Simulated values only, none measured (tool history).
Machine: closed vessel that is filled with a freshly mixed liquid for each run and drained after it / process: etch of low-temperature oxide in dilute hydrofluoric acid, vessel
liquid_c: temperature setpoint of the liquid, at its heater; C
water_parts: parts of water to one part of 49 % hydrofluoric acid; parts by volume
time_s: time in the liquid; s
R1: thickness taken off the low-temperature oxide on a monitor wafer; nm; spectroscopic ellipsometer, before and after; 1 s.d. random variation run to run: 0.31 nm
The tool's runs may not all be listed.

{"run": 1, "hour": 0.0, "liquid_c": 24.0, "water_parts": 50, "time_s": 105, "R1": 42.625}
{"run": 2, "hour": 4.8, "liquid_c": 25.5, "water_parts": 50, "time_s": 105, "R1": 45.407}
{"run": 3, "hour": 11.6, "liquid_c": 27.0, "water_parts": 50, "time_s": 105, "R1": 48.366}
{"run": 4, "hour": 14.7, "liquid_c": 23.5, "water_parts": 50, "time_s": 105, "R1": 42.031}
{"run": 5, "hour": 15.6, "liquid_c": 25.5, "water_parts": 50, "time_s": 105, "R1": 45.241}
{"run": 6, "hour": 19.6, "liquid_c": 22.0, "water_parts": 50, "time_s": 105, "R1": 39.199}
{"run": 7, "hour": 20.6, "liquid_c": 24.0, "water_parts": 50, "time_s": 105, "R1": 42.566}
{"run": 8, "hour": 29.8, "liquid_c": 25.5, "water_parts": 50, "time_s": 105, "R1": 45.535}
{"run": 9, "hour": 31.6, "liquid_c": 29.5, "water_parts": 50, "time_s": 105, "R1": 53.251}

Run 10 has not been measured yet. What should we expect?
{"run": 10, "hour": 33.4, "liquid_c": 30.0, "water_parts": 50, "time_s": 105, "R1": "?"}

Run 10 produced R1 54.284 nm.

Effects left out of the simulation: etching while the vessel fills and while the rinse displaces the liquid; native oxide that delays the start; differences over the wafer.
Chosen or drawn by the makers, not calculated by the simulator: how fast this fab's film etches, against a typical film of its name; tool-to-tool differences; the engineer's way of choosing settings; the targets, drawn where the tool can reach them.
